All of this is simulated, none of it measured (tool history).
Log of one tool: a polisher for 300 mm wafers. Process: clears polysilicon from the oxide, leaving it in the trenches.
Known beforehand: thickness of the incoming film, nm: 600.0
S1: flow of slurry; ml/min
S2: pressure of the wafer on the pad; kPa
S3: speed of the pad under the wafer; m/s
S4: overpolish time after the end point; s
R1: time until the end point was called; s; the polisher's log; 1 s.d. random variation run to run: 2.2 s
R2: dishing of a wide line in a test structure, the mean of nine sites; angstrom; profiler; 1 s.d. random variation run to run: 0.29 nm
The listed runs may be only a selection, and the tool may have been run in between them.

run,day,S1,S2,S3,S4,R1,R2
1,0,180,13.8,0.76,11,87.38,504.03
2,0.254,180,13.8,0.76,13,85.023,555.06
3,0.5,180,13.1,0.74,12,89.126,517.43
4,0.771,180,13.1,0.74,8,90.912,407.8
5,0.829,180,12.4,0.72,7,93.688,358.19
6,1.1,180,12.4,0.64,7,103.28,351.08
7,1.146,180,11.7,0.64,7,103.74,331.35
8,1.196,180,11,0.62,7,110.61,323.49
9,1.246,180,10.3,0.6,7,118.33,305.4

What will run 10 give?
10,1.292,185,6.2,0.6,3,?,?

R1: 148.84 s
R2: 122.8 angstrom
